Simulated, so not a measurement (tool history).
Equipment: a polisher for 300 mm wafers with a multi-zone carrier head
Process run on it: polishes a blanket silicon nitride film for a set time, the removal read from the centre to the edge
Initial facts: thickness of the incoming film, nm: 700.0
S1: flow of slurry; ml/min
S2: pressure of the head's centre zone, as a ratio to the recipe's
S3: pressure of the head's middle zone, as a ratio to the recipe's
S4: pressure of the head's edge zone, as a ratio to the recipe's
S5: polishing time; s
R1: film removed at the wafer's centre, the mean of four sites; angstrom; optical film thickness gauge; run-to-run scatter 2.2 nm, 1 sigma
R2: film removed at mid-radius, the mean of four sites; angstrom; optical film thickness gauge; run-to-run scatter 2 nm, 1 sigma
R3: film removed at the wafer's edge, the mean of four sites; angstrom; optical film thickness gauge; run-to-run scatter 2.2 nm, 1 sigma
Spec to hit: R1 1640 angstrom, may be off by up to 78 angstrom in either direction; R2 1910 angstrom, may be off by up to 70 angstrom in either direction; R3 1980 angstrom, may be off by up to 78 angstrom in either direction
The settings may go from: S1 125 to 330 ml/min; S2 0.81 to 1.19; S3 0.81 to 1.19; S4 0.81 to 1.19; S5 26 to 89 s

| run | hour | S1 | S2 | S3 | S4 | S5 | R1 | R2 | R3 |
|---|---|---|---|---|---|---|---|---|---|
| 1 | 0 | 210 | 1 | 1 | 1 | 57 | 1563.7 | 1499.1 | 1519.2 |
| 2 | 5.6 | 210 | 1 | 1.05 | 1 | 57 | 1604.1 | 1576.4 | 1499.8 |
| 3 | 12.7 | 210 | 1.08 | 1.05 | 1 | 57 | 1672.2 | 1517.5 | 1515.1 |
| 4 | 21.6 | 245 | 1.08 | 1.05 | 1 | 57 | 1765 | 1584.7 | 1512.8 |
| 5 | 23.6 | 225 | 1.01 | 1.05 | 1.05 | 60 | 1675.8 | 1653.1 | 1611.1 |
| 6 | 32.3 | 215 | 0.97 | 1.04 | 1.09 | 63 | 1670.5 | 1751.8 | 1712.8 |
| 7 | 34.7 | 240 | 0.87 | 0.97 | 1.19 | 69 | 1712.9 | 1785 | 1972.9 |
| 8 | 37.9 | 240 | 0.86 | 0.99 | 1.19 | 69 | 1646.6 | 1804.8 | 1977.7 |

Consider the 5 candidate settings below. Which is the only one whose results all fall within their allowed miss of target?
| A | 41.1 | 230 | 0.91 | 0.91 | 1.18 | 66 | ? | ? | ? |
| B | 41.1 | 265 | 0.9 | 0.92 | 1.12 | 66 | ? | ? | ? |
| C | 41.1 | 240 | 0.88 | 0.9 | 1.19 | 69 | ? | ? | ? |
| D | 41.1 | 155 | 0.89 | 1.12 | 1.14 | 76 | ? | ? | ? |
| E | 41.1 | 245 | 0.84 | 1.03 | 1.16 | 70 | ? | ? | ? |

| move | R1 | R2 | R3 |
|---|---|---|---|
| A | 1661.2 | 1596.5 | 1901.7 |
| B | 1675.9 | 1640.4 | 1890.9 |
| C | 1689.5 | 1663.5 | 2003.3 |
| D | 1734.3 | 2046.2 | 2049.7 |
| E | 1641.8 | 1895.4 | 2013.7 |
A: the biggest miss grows against the last run
B: the biggest miss grows against the last run
C: the biggest miss grows against the last run
D: pushes the last run's worst result past its target
E: meets every target
The right move is E.

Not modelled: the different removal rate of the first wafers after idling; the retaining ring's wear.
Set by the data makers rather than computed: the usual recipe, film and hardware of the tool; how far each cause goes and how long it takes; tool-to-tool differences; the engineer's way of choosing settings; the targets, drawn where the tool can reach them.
